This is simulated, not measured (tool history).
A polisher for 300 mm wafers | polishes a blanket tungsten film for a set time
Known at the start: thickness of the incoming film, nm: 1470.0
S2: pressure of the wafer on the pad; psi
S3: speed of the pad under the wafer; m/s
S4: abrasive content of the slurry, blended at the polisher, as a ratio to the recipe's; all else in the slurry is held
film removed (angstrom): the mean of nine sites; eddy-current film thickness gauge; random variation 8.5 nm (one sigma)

{"run": 1, "hour": 0.0, "flow of slurry (ml/min)": 130, "S2": 3.6, "S3": 0.98, "S4": 1, "polishing time (s)": 98, "film removed (angstrom)": 4316.9}
{"run": 2, "hour": 6.8, "flow of slurry (ml/min)": 130, "S2": 3.6, "S3": 0.98, "S4": 0.8, "polishing time (s)": 98, "film removed (angstrom)": 3816.5}
{"run": 3, "hour": 10.7, "flow of slurry (ml/min)": 130, "S2": 4, "S3": 0.98, "S4": 0.8, "polishing time (s)": 98, "film removed (angstrom)": 4161.4}
{"run": 4, "hour": 12.0, "flow of slurry (ml/min)": 130, "S2": 4.4, "S3": 1, "S4": 0.8, "polishing time (s)": 98, "film removed (angstrom)": 4719.9}
{"run": 5, "hour": 13.4, "flow of slurry (ml/min)": 130, "S2": 4.4, "S3": 1, "S4": 0.65, "polishing time (s)": 98, "film removed (angstrom)": 4333.9}
{"run": 6, "hour": 18.0, "flow of slurry (ml/min)": 145, "S2": 4.4, "S3": 1, "S4": 0.65, "polishing time (s)": 98, "film removed (angstrom)": 4358}
{"run": 7, "hour": 24.6, "flow of slurry (ml/min)": 145, "S2": 4.7, "S3": 1.02, "S4": 0.65, "polishing time (s)": 98, "film removed (angstrom)": 4744.3}
{"run": 8, "hour": 27.5, "flow of slurry (ml/min)": 145, "S2": 4.9, "S3": 1.04, "S4": 0.65, "polishing time (s)": 98, "film removed (angstrom)": 5041.5}
{"run": 9, "hour": 32.6, "flow of slurry (ml/min)": 155, "S2": 5.7, "S3": 1.14, "S4": 0.65, "polishing time (s)": 98, "film removed (angstrom)": 6380}

Forecast run 10:
{"run": 10, "hour": 40.3, "flow of slurry (ml/min)": 155, "S2": 5.7, "S3": 1.16, "S4": 0.65, "polishing time (s)": 98, "film removed (angstrom)": "?"}

film removed (angstrom): 6403.6
